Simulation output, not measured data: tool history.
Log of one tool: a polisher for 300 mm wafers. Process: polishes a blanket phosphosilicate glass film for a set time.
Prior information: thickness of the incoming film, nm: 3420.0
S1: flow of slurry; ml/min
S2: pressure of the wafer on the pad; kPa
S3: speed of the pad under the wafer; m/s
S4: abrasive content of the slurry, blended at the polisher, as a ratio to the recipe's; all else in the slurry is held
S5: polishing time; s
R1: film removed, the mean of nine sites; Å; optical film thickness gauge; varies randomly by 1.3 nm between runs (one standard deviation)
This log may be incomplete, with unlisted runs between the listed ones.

| run | hour | S1 | S2 | S3 | S4 | S5 | R1 |
|---|---|---|---|---|---|---|---|
| 1 | 0 | 310 | 26.9 | 0.98 | 1 | 20 | 1769.9 |
| 2 | 8.2 | 310 | 26.9 | 0.98 | 1 | 17 | 1544.9 |
| 3 | 12.6 | 310 | 26.9 | 1.1 | 1 | 17 | 1706.5 |
| 4 | 21.4 | 310 | 32.4 | 1.1 | 1 | 17 | 1949.9 |
| 5 | 28.6 | 310 | 32.4 | 0.98 | 1 | 17 | 1854.6 |
| 6 | 36 | 250 | 32.4 | 0.98 | 1 | 17 | 1818.1 |
| 7 | 38.2 | 250 | 29 | 0.92 | 1 | 17 | 1546.9 |
| 8 | 39.4 | 250 | 26.2 | 0.9 | 1 | 17 | 1390.5 |
| 9 | 44.4 | 250 | 23.4 | 0.88 | 1 | 17 | 1250.7 |

For run 10, what comes out?
| 10 | 53.1 | 250 | 15.9 | 0.82 | 1 | 17 | ? |

R1: 808.9 Å
